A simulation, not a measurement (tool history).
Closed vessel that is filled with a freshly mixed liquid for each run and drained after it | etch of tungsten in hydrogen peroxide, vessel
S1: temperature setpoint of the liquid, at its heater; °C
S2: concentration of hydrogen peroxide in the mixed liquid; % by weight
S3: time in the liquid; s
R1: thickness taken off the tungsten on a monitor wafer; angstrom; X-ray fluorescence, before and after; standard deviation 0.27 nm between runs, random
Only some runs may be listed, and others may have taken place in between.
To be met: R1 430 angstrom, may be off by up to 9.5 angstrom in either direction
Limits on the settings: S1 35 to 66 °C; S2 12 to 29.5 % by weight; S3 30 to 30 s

run 1 hour=0 | S1=51 S2=20 S3=30 | R1=249.83
run 2 hour=6.4 | S1=56.5 S2=20 S3=30 | R1=344.09
run 3 hour=11.3 | S1=56.5 S2=22.5 S3=30 | R1=370.32
run 4 hour=15.9 | S1=56.5 S2=22.5 S3=30 | R1=362.92
run 5 hour=25.1 | S1=61 S2=22.5 S3=30 | R1=476.61
run 6 hour=29.7 | S1=66 S2=22.5 S3=30 | R1=629.48
run 7 hour=35.3 | S1=64.5 S2=22.5 S3=30 | R1=581.69
run 8 hour=38 | S1=58.5 S2=22.5 S3=30 | R1=412.33

Which one of the following 4 next-run settings gets every result inside its allowed miss? There is exactly one.
run A hour=40.7 | S1=57.5 S2=27.5 S3=30 | R1=?
run B hour=40.7 | S1=59.5 S2=24.5 S3=30 | R1=?
run C hour=40.7 | S1=61 S2=20 S3=30 | R1=?
run D hour=40.7 | S1=60 S2=23 S3=30 | R1=?

move=A R1=430.46
move=B R1=456.3
move=C R1=449.35
move=D R1=455.02
A: in spec on every target
B: moves the result that the last run missed by most past its target, out the other side
C: moves the result that the last run missed by most past its target, out the other side
D: moves the result that the last run missed by most past its target, out the other side
Answer: A

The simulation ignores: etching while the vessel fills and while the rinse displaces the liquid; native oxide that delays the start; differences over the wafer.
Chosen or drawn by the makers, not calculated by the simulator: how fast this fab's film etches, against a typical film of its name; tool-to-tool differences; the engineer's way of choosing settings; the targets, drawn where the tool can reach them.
